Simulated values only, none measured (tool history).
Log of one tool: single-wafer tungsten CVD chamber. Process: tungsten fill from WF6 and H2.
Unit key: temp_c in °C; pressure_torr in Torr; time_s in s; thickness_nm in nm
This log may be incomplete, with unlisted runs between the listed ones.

run    day  temp_c  pressure_torr  time_s  thickness_nm
  1      0     380           42.4    7.01         15.39
  2  0.288     380           36.8    7.01        14.239
  3  0.471     373           35.8       7        11.938
  4  0.588     383           35.8       7        15.069
  5  0.688     383           42.9       7        16.423
  6  0.742     383           47.5       7         17.26

Estimate the outcome of run 7 from the log above:
  7  1.067     383           47.5       7             ?

{"run 7": {"thickness_nm": 17.442}}
